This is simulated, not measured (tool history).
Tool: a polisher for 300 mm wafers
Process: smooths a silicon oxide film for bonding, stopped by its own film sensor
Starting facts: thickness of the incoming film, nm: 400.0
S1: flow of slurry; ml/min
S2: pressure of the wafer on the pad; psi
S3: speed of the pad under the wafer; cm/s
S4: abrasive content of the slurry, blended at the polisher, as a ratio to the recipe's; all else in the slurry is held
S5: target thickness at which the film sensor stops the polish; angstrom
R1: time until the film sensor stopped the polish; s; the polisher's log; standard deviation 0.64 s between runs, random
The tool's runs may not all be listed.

run,day,S1,S2,S3,S4,S5,R1
1,0.000,285,2.5,82,1.0,3260,101.96
2,0.133,285,2.5,70,1.0,3260,117.36
3,0.283,285,2.2,70,1.0,3260,131.08
4,0.367,285,2.7,70,1.0,3260,108.48
5,0.554,285,2.7,70,1.1,3260,104.04
6,0.588,285,2.7,60,1.1,3260,118.11

Expected results for the next run?
7,0.788,285,3.1,62,1.1,3260,?

{"run 7": {"R1": 101.56}}
